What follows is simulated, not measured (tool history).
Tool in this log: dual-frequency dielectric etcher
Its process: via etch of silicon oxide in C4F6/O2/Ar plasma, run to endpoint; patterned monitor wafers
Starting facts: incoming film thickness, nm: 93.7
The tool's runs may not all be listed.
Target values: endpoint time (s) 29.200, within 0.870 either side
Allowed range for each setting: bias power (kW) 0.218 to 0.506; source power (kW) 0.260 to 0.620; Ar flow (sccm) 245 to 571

run 1 hour=0.0 | bias_power_(kW)=0.362 source_power_(kW)=0.440 Ar_flow_(sccm)=408 | endpoint_time_(s)=21.499
run 2 hour=7.7 | bias_power_(kW)=0.340 source_power_(kW)=0.410 Ar_flow_(sccm)=416 | endpoint_time_(s)=23.053
run 3 hour=8.7 | bias_power_(kW)=0.276 source_power_(kW)=0.410 Ar_flow_(sccm)=416 | endpoint_time_(s)=24.817
run 4 hour=16.5 | bias_power_(kW)=0.267 source_power_(kW)=0.400 Ar_flow_(sccm)=420 | endpoint_time_(s)=25.740
run 5 hour=18.7 | bias_power_(kW)=0.260 source_power_(kW)=0.390 Ar_flow_(sccm)=422 | endpoint_time_(s)=26.151
run 6 hour=20.5 | bias_power_(kW)=0.254 source_power_(kW)=0.380 Ar_flow_(sccm)=424 | endpoint_time_(s)=27.200
run 7 hour=29.3 | bias_power_(kW)=0.250 source_power_(kW)=0.380 Ar_flow_(sccm)=425 | endpoint_time_(s)=26.524
run 8 hour=30.5 | bias_power_(kW)=0.245 source_power_(kW)=0.370 Ar_flow_(sccm)=427 | endpoint_time_(s)=27.710

Consider the 5 candidate settings below. Which is the only one whose results all fall within their allowed miss of target?
run A hour=31.7 | bias_power_(kW)=0.259 source_power_(kW)=0.330 Ar_flow_(sccm)=440 | endpoint_time_(s)=?
run B hour=31.7 | bias_power_(kW)=0.292 source_power_(kW)=0.390 Ar_flow_(sccm)=410 | endpoint_time_(s)=?
run C hour=31.7 | bias_power_(kW)=0.274 source_power_(kW)=0.380 Ar_flow_(sccm)=375 | endpoint_time_(s)=?
run D hour=31.7 | bias_power_(kW)=0.237 source_power_(kW)=0.400 Ar_flow_(sccm)=426 | endpoint_time_(s)=?
run E hour=31.7 | bias_power_(kW)=0.248 source_power_(kW)=0.390 Ar_flow_(sccm)=404 | endpoint_time_(s)=?

move=A endpoint_time_(s)=29.249
move=B endpoint_time_(s)=24.973
move=C endpoint_time_(s)=25.650
move=D endpoint_time_(s)=26.489
move=E endpoint_time_(s)=26.335
A: all results land within tolerance of their targets
B: its largest miss is bigger than the last run's
C: its largest miss is bigger than the last run's
D: its largest miss is bigger than the last run's
E: its largest miss is bigger than the last run's
Correct choice: A, which meets every target
